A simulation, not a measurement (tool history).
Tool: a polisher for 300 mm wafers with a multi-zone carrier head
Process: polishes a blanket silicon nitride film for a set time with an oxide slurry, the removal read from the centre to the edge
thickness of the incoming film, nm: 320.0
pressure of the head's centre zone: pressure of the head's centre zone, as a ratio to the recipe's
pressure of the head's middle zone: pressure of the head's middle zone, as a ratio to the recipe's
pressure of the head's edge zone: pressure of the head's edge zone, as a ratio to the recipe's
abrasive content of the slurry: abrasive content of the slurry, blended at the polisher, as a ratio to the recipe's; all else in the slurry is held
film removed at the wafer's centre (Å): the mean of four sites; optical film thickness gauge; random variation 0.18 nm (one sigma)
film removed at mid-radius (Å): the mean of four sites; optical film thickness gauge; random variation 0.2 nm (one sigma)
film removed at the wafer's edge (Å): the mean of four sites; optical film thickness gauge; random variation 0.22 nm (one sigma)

run  hour  flow of slurry (ml/min)  pressure of the head's centre zone  pressure of the head's middle zone  pressure of the head's edge zone  abrasive content of the slurry  polishing time (s)  film removed at the wafer's centre (Å)  film removed at mid-radius (Å)  film removed at the wafer's edge (Å)
  1     0                      235                                   1                                   1                                 1                               1                  41                                  266.88                          272.93                                261.65
  2   6.1                      235                                   1                                   1                              1.08                               1                  41                                  268.77                          271.73                                272.82
  3    10                      235                                0.99                                   1                              1.06                            0.95                  40                                  255.34                          258.72                                260.26
  4  16.5                      280                                0.99                                   1                              1.06                            0.95                  40                                  258.66                          260.76                                269.94
  5  19.1                      235                                0.99                                   1                              1.06                            0.95                  40                                  257.74                           260.9                                260.48
  6    20                      235                                0.99                                   1                              1.12                            0.95                  40                                  251.48                          258.91                                264.89
  7  24.4                      225                                0.98                                1.01                               1.1                             0.9                  39                                  241.14                          246.92                                255.52

Run 8 comes next. What will it give?
  8  27.2                      215                                0.98                                1.03                              1.07                            0.85                  38                                       ?                               ?                                     ?

{"run 8": {"film removed at the wafer's centre (Å)": 228.93, "film removed at mid-radius (Å)": 236.55, "film removed at the wafer's edge (Å)": 234.81}}

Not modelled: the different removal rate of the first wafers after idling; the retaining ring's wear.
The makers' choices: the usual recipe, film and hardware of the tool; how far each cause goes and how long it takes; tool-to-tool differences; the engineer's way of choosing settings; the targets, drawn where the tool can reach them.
